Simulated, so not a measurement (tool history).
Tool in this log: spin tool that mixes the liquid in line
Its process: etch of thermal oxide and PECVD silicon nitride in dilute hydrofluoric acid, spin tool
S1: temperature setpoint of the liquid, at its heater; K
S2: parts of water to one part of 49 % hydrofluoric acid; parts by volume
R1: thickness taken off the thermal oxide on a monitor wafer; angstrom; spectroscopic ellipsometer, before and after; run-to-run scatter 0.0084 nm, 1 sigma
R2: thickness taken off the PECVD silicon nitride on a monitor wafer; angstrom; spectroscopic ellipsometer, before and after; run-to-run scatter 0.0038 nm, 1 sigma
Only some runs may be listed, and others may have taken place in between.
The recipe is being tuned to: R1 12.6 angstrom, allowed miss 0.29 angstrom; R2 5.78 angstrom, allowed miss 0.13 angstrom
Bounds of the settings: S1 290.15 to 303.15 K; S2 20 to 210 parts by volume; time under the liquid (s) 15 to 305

run 1 hour=0 | S1=295.15 S2=115 time_under_the_liquid_(s)=155 | R1=59.941 R2=30.295
run 2 hour=7.5 | S1=293.65 S2=115 time_under_the_liquid_(s)=155 | R1=56.02 R2=27.497
run 3 hour=8.7 | S1=292.65 S2=140 time_under_the_liquid_(s)=125 | R1=34.79 R2=17.121
run 4 hour=17.6 | S1=291.65 S2=160 time_under_the_liquid_(s)=105 | R1=24.206 R2=11.75
run 5 hour=23.5 | S1=293.15 S2=160 time_under_the_liquid_(s)=105 | R1=25.761 R2=13.002
run 6 hour=30.4 | S1=292.15 S2=175 time_under_the_liquid_(s)=95 | R1=20.157 R2=10.127
run 7 hour=35.4 | S1=291.65 S2=185 time_under_the_liquid_(s)=85 | R1=16.427 R2=8.2424
run 8 hour=40.6 | S1=291.65 S2=185 time_under_the_liquid_(s)=85 | R1=16.42 R2=8.3294
run 9 hour=43.6 | S1=291.15 S2=190 time_under_the_liquid_(s)=80 | R1=14.648 R2=7.3941
run 10 hour=50.5 | S1=290.65 S2=190 time_under_the_liquid_(s)=75 | R1=13.565 R2=6.7118
run 11 hour=57.3 | S1=290.65 S2=190 time_under_the_liquid_(s)=70 | R1=12.74 R2=6.2366
run 12 hour=66 | S1=290.65 S2=185 time_under_the_liquid_(s)=65 | R1=12.111 R2=5.9748
run 13 hour=74.4 | S1=290.65 S2=175 time_under_the_liquid_(s)=60 | R1=11.769 R2=5.7543

Which single option among these 4 for the next run brings every result within its allowed miss of target? Just one does.
run A hour=82.8 | S1=291.15 S2=150 time_under_the_liquid_(s)=50 | R1=? R2=?
run B hour=82.8 | S1=290.15 S2=140 time_under_the_liquid_(s)=50 | R1=? R2=?
run C hour=82.8 | S1=290.65 S2=190 time_under_the_liquid_(s)=70 | R1=? R2=?
run D hour=82.8 | S1=291.15 S2=165 time_under_the_liquid_(s)=55 | R1=? R2=?

move=A R1=12.106 R2=5.7948
move=B R1=12.574 R2=5.7845
move=C R1=12.617 R2=6.2443
move=D R1=11.928 R2=5.8134
A: an improvement on the last run, though not all results are within tolerance
B: in spec on every target
C: brings the last run's worst result on target, with another outside its allowed miss
D: an improvement on the last run, though not all results are within tolerance
Correct choice: B, which meets every target
